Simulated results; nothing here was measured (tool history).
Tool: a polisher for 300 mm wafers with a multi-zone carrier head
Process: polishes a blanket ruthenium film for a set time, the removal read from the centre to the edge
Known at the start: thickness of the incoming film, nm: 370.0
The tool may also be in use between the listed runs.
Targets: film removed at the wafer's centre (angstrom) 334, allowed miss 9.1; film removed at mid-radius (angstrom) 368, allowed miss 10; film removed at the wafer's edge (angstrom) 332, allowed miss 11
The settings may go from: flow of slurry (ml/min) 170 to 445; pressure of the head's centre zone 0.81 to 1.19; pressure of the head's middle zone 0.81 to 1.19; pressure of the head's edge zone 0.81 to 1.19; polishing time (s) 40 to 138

| run | hour | flow of slurry (ml/min) | pressure of the head's centre zone | pressure of the head's middle zone | pressure of the head's edge zone | polishing time (s) | film removed at the wafer's centre (angstrom) | film removed at mid-radius (angstrom) | film removed at the wafer's edge (angstrom) |
|---|---|---|---|---|---|---|---|---|---|
| 1 | 0 | 285 | 1 | 1 | 1 | 88 | 531.31 | 515.66 | 517.15 |
| 2 | 3.1 | 285 | 1.09 | 1 | 1 | 88 | 584.02 | 512.89 | 514.01 |
| 3 | 10.1 | 285 | 1.06 | 1.01 | 0.97 | 82 | 531.41 | 485.8 | 476.99 |
| 4 | 12.5 | 285 | 1.06 | 1.01 | 0.92 | 82 | 516.61 | 485.72 | 455.73 |
| 5 | 19.4 | 285 | 1.06 | 1.01 | 0.92 | 101 | 642.01 | 596.38 | 556.13 |
| 6 | 21.6 | 280 | 1.04 | 1.01 | 0.9 | 93 | 580.68 | 550.85 | 512.21 |
| 7 | 24.7 | 285 | 1.02 | 1.01 | 0.89 | 86 | 523.14 | 509.16 | 476.35 |
| 8 | 25.4 | 280 | 1.01 | 1.02 | 0.88 | 80 | 486.78 | 480.33 | 437.16 |
| 9 | 32 | 275 | 0.99 | 1.02 | 0.87 | 76 | 454.61 | 453.07 | 417.22 |
| 10 | 34.7 | 270 | 0.97 | 1.02 | 0.86 | 73 | 433.62 | 436.96 | 397.19 |

4 next moves are on the table. One of them brings every result within its allowed miss. Which?
| A | 37.4 | 265 | 0.92 | 1.07 | 0.86 | 56 | ? | ? | ? |
| B | 37.4 | 275 | 0.96 | 1.06 | 0.86 | 57 | ? | ? | ? |
| C | 37.4 | 320 | 0.94 | 1.19 | 0.81 | 58 | ? | ? | ? |
| D | 37.4 | 290 | 0.88 | 1.02 | 0.83 | 62 | ? | ? | ? |

| move | film removed at the wafer's centre (angstrom) | film removed at mid-radius (angstrom) | film removed at the wafer's edge (angstrom) |
|---|---|---|---|
| A | 313.71 | 345.45 | 305.6 |
| B | 333.49 | 349.86 | 311.85 |
| C | 337.54 | 398.12 | 311.39 |
| D | 335.85 | 370.12 | 335.2 |
A: takes the result that was furthest off past its target
B: brings the result that was furthest off to its target, and leaves another outside
C: brings the result that was furthest off to its target, and leaves another outside
D: meets every target
The right move is D.
